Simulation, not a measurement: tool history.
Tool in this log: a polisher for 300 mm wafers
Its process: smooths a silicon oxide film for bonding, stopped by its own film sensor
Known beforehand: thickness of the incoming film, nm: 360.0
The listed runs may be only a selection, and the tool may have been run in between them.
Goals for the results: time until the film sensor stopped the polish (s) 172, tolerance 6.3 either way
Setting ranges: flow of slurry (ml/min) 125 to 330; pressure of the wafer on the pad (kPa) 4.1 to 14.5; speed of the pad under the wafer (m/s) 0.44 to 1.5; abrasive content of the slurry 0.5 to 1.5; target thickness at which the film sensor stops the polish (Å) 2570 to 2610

run	hour	flow of slurry (ml/min)	pressure of the wafer on the pad (kPa)	speed of the pad under the wafer (m/s)	abrasive content of the slurry	target thickness at which the film sensor stops the polish (Å)	time until the film sensor stopped the polish (s)
1	0	210	9	0.96	1	2610	206.8
2	6.7	210	9.7	0.96	1	2610	188
3	14.4	215	10.3	0.96	1	2610	180.16
4	22.4	215	10.3	0.96	0.85	2610	190.93
5	26.5	215	11	0.96	0.85	2610	177.92
6	31.9	215	11	0.82	0.85	2610	199.09
7	38.7	215	11.7	0.82	0.85	2610	191.4
8	40.2	220	12.4	0.82	0.85	2610	180.22

Below are 4 possible settings for the next run. Only one of them brings all results inside the allowed miss of their targets. Which is it?
A	41.7	225	13.1	0.76	0.9	2570	?
B	41.7	210	13.8	0.68	0.85	2570	?
C	41.7	250	14.5	0.78	0.9	2610	?
D	41.7	215	12.4	0.8	1.15	2570	?

move	time until the film sensor stopped the polish (s)
A	184.57
B	197.48
C	155.79
D	171.96
A: misses by more than the last run did
B: misses by more than the last run did
C: moves the result that the last run missed by most past its target, out the other side
D: hits every target within its allowed miss
Go with D: it meets all targets.

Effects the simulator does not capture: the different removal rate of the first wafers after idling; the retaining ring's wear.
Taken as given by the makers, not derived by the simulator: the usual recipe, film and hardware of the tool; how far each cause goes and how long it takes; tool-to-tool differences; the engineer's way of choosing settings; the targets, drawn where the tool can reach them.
